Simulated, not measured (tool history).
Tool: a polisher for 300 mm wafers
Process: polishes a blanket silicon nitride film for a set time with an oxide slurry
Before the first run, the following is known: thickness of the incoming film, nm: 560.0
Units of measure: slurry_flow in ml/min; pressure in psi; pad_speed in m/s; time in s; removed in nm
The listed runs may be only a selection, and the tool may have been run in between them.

{"run": 1, "hour": 0.0, "slurry_flow": 255, "pressure": 3.4, "pad_speed": 0.94, "slurry_solids": 1, "time": 52, "removed": 33.666}
{"run": 2, "hour": 3.2, "slurry_flow": 280, "pressure": 3.4, "pad_speed": 0.94, "slurry_solids": 1, "time": 52, "removed": 34.051}
{"run": 3, "hour": 10.0, "slurry_flow": 280, "pressure": 4.2, "pad_speed": 0.94, "slurry_solids": 1, "time": 52, "removed": 41.122}
{"run": 4, "hour": 16.3, "slurry_flow": 280, "pressure": 3.6, "pad_speed": 0.94, "slurry_solids": 1, "time": 52, "removed": 35.309}
{"run": 5, "hour": 16.8, "slurry_flow": 280, "pressure": 3.3, "pad_speed": 0.94, "slurry_solids": 1, "time": 52, "removed": 32.438}
{"run": 6, "hour": 20.6, "slurry_flow": 240, "pressure": 3.3, "pad_speed": 0.94, "slurry_solids": 1, "time": 52, "removed": 32.264}
{"run": 7, "hour": 25.1, "slurry_flow": 240, "pressure": 3.1, "pad_speed": 0.94, "slurry_solids": 1, "time": 52, "removed": 30.384}
{"run": 8, "hour": 31.2, "slurry_flow": 235, "pressure": 3, "pad_speed": 0.94, "slurry_solids": 1, "time": 52, "removed": 29.21}
{"run": 9, "hour": 36.3, "slurry_flow": 230, "pressure": 2.9, "pad_speed": 0.94, "slurry_solids": 1, "time": 52, "removed": 28.157}

What will run 10 give?
{"run": 10, "hour": 44.4, "slurry_flow": 225, "pressure": 2.9, "pad_speed": 0.94, "slurry_solids": 1, "time": 52, "removed": "?"}

Logged for run 10: removed 28.637 nm.
